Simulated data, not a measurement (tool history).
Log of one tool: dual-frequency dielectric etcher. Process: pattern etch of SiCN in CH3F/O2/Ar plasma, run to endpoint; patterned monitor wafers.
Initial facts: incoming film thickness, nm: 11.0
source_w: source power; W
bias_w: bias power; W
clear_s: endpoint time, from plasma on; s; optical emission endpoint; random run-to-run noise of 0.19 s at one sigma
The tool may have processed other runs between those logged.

run	hour	source_w	bias_w	clear_s
1	0	520	62	28.282
2	3.3	450	55	31.954
3	9.6	520	55	29.241
4	10.3	460	53	31.893
5	10.9	420	53	33.954
6	18.4	420	48	35.067
7	25.7	410	48	35.582

The next listed run, before its measurement:
8	27.2	410	48	?

{"run 8": {"clear_s": 35.753}}

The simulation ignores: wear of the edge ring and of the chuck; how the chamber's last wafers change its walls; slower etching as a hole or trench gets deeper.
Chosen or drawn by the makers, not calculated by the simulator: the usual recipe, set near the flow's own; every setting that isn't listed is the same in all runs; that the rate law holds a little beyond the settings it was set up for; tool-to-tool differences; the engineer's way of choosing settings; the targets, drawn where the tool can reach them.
